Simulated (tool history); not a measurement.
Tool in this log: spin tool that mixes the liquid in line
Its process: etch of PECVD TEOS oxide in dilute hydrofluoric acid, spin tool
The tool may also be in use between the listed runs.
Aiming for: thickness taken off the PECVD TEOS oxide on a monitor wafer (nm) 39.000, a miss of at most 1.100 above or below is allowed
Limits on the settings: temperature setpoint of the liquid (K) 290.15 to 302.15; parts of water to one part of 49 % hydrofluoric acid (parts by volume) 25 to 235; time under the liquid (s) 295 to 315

run	hour	temperature setpoint of the liquid (K)	parts of water to one part of 49 % hydrofluoric acid (parts by volume)	time under the liquid (s)	thickness taken off the PECVD TEOS oxide on a monitor wafer (nm)
1	0.0	294.15	130	295	31.743
2	7.3	295.65	130	295	33.609
3	8.2	295.65	100	295	45.285
4	14.9	295.65	100	315	48.182
5	20.1	295.65	70	315	71.430
6	24.0	294.15	80	315	58.046
7	29.0	293.15	85	315	52.437
8	35.4	292.15	90	315	47.025
9	38.8	291.65	90	315	45.888
# hour 47.8: hydrofluoric acid flow meter replaced
10	47.8	291.15	90	315	41.279
11	51.6	290.65	90	315	40.537
12	55.5	290.65	90	315	40.694

5 candidate next runs follow, results not yet known. Just one meets every target within its allowed miss. Identify it.
A	59.4	290.65	85	315	?
B	59.4	292.65	100	315	?
C	59.4	290.65	85	300	?
D	59.4	290.15	80	300	?
E	59.4	290.15	80	295	?

move	thickness taken off the PECVD TEOS oxide on a monitor wafer (nm)
A	43.471
B	39.523
C	41.401
D	43.295
E	42.574
A: its largest miss is bigger than the last run's
B: all results in spec
C: its largest miss is bigger than the last run's
D: its largest miss is bigger than the last run's
E: its largest miss is bigger than the last run's
B meets every target.
